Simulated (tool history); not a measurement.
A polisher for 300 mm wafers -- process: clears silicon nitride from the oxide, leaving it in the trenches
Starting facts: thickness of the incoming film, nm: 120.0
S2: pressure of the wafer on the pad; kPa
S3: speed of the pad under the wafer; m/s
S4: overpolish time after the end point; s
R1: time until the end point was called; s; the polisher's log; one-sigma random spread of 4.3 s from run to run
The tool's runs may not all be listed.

{"run": 1, "hour": 0.0, "flow of slurry (ml/min)": 190, "S2": 21.4, "S3": 0.78, "S4": 6, "R1": 179.68}
{"run": 2, "hour": 0.7, "flow of slurry (ml/min)": 190, "S2": 19.3, "S3": 0.78, "S4": 6, "R1": 195.9}
{"run": 3, "hour": 5.6, "flow of slurry (ml/min)": 190, "S2": 17.9, "S3": 0.78, "S4": 6, "R1": 200.41}
{"run": 4, "hour": 6.3, "flow of slurry (ml/min)": 190, "S2": 16.5, "S3": 0.78, "S4": 6, "R1": 218.25}
{"run": 5, "hour": 11.2, "flow of slurry (ml/min)": 190, "S2": 15.9, "S3": 0.78, "S4": 6, "R1": 217.35}
{"hour": 14.5, "done": "slurry nozzle cleaned"}
{"run": 6, "hour": 14.5, "flow of slurry (ml/min)": 190, "S2": 15.2, "S3": 0.78, "S4": 6, "R1": 222.32}
{"run": 7, "hour": 21.1, "flow of slurry (ml/min)": 190, "S2": 14.5, "S3": 0.78, "S4": 6, "R1": 218.25}

For run 8, what comes out?
{"run": 8, "hour": 23.3, "flow of slurry (ml/min)": 190, "S2": 14.5, "S3": 0.78, "S4": 6, "R1": "?"}

R1: 227.88 s
